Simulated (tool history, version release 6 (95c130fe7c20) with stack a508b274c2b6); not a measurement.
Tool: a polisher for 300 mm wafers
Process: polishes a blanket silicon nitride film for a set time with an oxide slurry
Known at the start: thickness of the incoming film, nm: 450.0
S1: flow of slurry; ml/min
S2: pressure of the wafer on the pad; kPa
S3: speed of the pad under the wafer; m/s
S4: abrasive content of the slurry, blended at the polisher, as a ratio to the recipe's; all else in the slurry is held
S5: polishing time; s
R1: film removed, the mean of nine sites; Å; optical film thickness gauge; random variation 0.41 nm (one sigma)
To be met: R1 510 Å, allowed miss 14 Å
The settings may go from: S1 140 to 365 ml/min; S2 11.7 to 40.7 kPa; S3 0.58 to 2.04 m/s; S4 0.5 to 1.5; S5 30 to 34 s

run,hour,S1,S2,S3,S4,S5,R1
1,0,235,26.2,1.3,1,34,340.49
2,2,235,26.2,1.6,1,34,393.91
3,10.4,235,26.2,1.6,1.2,34,432.12
4,12.5,235,22.8,1.6,1.2,34,375.83
5,18,235,17.2,1.6,1.2,34,283.68
6,26.8,195,17.2,1.6,1.2,34,281.11
7,33.8,195,17.2,1.6,1.2,34,278.52
8,42.7,210,21.4,1.6,1.2,34,343.1
9,46.5,220,24.1,1.6,1.2,34,388.71
10,50.6,235,25.5,1.6,1.2,34,415.52
11,54.9,245,26.9,1.6,1.2,34,438.79
12,56.2,245,28.3,1.6,1.2,34,466.4
13,62.1,250,29,1.6,1.2,34,475.25
14,64,250,29.6,1.6,1.2,34,495.74

Which of these 4 next moves meets every target?
A,65.9,245,30.3,1.68,1.2,34,?
B,65.9,215,28.3,1.74,1.15,34,?
C,65.9,240,31.7,1.84,1.2,32,?
D,65.9,280,29,1.74,1.15,32,?

move,R1
A,508.88
B,472.71
C,536.02
D,468.83
A: meets every target
B: further off than the last run
C: takes the result that was furthest off past its target
D: further off than the last run
The right move is A.

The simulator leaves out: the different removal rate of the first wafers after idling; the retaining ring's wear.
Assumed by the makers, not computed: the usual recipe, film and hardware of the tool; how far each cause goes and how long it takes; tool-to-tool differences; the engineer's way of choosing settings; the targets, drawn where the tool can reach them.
